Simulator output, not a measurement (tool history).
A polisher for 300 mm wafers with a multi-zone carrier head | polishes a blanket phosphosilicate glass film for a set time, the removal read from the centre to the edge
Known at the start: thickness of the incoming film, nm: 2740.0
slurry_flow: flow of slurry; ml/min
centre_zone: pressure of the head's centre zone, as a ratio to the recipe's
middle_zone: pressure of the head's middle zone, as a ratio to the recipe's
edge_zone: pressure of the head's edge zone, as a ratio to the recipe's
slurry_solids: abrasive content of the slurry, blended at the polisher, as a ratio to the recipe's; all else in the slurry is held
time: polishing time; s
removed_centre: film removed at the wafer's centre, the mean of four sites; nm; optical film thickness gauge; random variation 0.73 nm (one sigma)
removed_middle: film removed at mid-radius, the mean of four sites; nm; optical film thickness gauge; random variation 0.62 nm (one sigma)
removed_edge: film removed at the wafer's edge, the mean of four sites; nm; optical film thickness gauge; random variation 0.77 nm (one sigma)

run 1 hour=0.0 | slurry_flow=135 centre_zone=1.00 middle_zone=1.00 edge_zone=1.00 slurry_solids=1.00 time=34 | removed_centre=214.460 removed_middle=214.740 removed_edge=222.110
run 2 hour=3.5 | slurry_flow=150 centre_zone=1.00 middle_zone=1.00 edge_zone=1.00 slurry_solids=1.00 time=34 | removed_centre=218.990 removed_middle=217.710 removed_edge=223.630
run 3 hour=7.8 | slurry_flow=140 centre_zone=0.98 middle_zone=0.97 edge_zone=0.98 slurry_solids=0.90 time=32 | removed_centre=186.110 removed_middle=184.380 removed_edge=191.710
run 4 hour=11.7 | slurry_flow=140 centre_zone=0.98 middle_zone=0.97 edge_zone=0.91 slurry_solids=0.90 time=32 | removed_centre=187.430 removed_middle=183.920 removed_edge=186.100
run 5 hour=13.5 | slurry_flow=130 centre_zone=0.96 middle_zone=0.94 edge_zone=0.91 slurry_solids=0.85 time=31 | removed_centre=163.980 removed_middle=162.730 removed_edge=170.160
run 6 hour=17.4 | slurry_flow=130 centre_zone=0.96 middle_zone=0.94 edge_zone=0.91 slurry_solids=1.05 time=31 | removed_centre=190.230 removed_middle=187.980 removed_edge=198.450
run 7 hour=17.9 | slurry_flow=125 centre_zone=0.95 middle_zone=0.92 edge_zone=0.90 slurry_solids=0.95 time=30 | removed_centre=168.870 removed_middle=168.950 removed_edge=177.000
run 8 hour=24.0 | slurry_flow=120 centre_zone=0.95 middle_zone=0.90 edge_zone=0.92 slurry_solids=0.85 time=29 | removed_centre=149.590 removed_middle=145.840 removed_edge=156.520
run 9 hour=30.2 | slurry_flow=115 centre_zone=0.94 middle_zone=0.88 edge_zone=0.93 slurry_solids=0.80 time=29 | removed_centre=138.870 removed_middle=132.910 removed_edge=149.010
run 10 hour=38.5 | slurry_flow=85 centre_zone=0.86 middle_zone=0.81 edge_zone=0.83 slurry_solids=0.55 time=29 | removed_centre=74.655 removed_middle=74.470 removed_edge=89.615
run 11 hour=42.3 | slurry_flow=100 centre_zone=0.86 middle_zone=0.81 edge_zone=0.84 slurry_solids=0.55 time=29 | removed_centre=78.604 removed_middle=79.603 removed_edge=92.808
run 12 hour=47.5 | slurry_flow=105 centre_zone=0.87 middle_zone=0.81 edge_zone=0.87 slurry_solids=0.55 time=29 | removed_centre=82.411 removed_middle=80.295 removed_edge=94.193
run 13 hour=52.4 | slurry_flow=140 centre_zone=0.81 middle_zone=0.89 edge_zone=0.97 slurry_solids=0.65 time=29 | removed_centre=101.770 removed_middle=117.140 removed_edge=129.110

Forecast run 14:
run 14 hour=53.6 | slurry_flow=135 centre_zone=0.83 middle_zone=0.88 edge_zone=0.95 slurry_solids=0.65 time=29 | removed_centre=? removed_middle=? removed_edge=?

{"run 14": {"removed_centre": 104.45, "removed_middle": 113.46, "removed_edge": 127.48}}
